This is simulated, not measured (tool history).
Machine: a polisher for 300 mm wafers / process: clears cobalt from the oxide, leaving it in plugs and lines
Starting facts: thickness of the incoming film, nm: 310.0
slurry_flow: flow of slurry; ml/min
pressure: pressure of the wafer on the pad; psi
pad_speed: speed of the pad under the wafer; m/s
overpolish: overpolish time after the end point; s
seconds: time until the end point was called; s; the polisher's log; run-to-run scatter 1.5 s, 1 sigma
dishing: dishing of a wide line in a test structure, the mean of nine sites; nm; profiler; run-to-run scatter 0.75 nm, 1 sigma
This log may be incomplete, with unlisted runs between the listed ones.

run	day	slurry_flow	pressure	pad_speed	overpolish	seconds	dishing
1	0	310	2.2	0.92	22	57.334	51.61
2	0.088	380	2.2	0.92	22	56.572	51.393
3	0.25	380	2	0.92	22	61.906	49.463
4	0.367	380	2	0.7	22	75.37	45.321
5	0.704	310	2	0.7	22	74.19	46.898
6	0.871	375	2	0.7	22	74.782	48.562

Run 7 is up next; what results do you expect?
7	1.083	335	1.7	0.74	18	?	?

{"run 7": {"seconds": 81.124, "dishing": 40.177}}

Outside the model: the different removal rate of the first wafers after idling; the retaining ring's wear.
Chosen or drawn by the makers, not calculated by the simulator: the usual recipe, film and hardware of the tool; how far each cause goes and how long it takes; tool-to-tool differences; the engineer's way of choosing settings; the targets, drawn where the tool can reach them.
